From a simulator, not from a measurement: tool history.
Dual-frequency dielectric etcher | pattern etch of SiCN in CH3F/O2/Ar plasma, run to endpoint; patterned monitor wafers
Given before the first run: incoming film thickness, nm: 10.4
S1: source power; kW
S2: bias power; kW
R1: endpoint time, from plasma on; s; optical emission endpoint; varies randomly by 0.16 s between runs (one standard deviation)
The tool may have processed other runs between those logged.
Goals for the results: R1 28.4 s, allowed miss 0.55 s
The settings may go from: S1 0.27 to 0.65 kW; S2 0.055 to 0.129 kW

run  hour    S1     S2      R1
  1     0  0.46  0.092  23.613
  2   7.7  0.43   0.09  24.646
  3   8.4  0.49   0.09  22.994
  4  15.8  0.49  0.102  21.963
  5  20.2  0.49  0.108  21.667
  6  29.1  0.53  0.108  20.712
  7  35.1  0.48  0.105  21.964
  8  41.7  0.48  0.105  22.207
  9  47.3  0.38  0.087  26.295
 10  52.1  0.37  0.087  26.794

Of the 5 settings listed for the next run, only one would bring every result within its allowed miss of target. Which one?
  A  56.9  0.35   0.09   ?
  B  56.9  0.35  0.093   ?
  C  56.9  0.32  0.089   ?
  D  56.9  0.36  0.085   ?
  E  56.9  0.35  0.091   ?

move      R1
   A  27.242
   B  26.912
   C  28.591
   D  27.446
   E  27.131
A: nearer the targets than the last run, but a result is still out of spec
B: nearer the targets than the last run, but a result is still out of spec
C: all results in spec
D: nearer the targets than the last run, but a result is still out of spec
E: nearer the targets than the last run, but a result is still out of spec
Move C is the one to make.
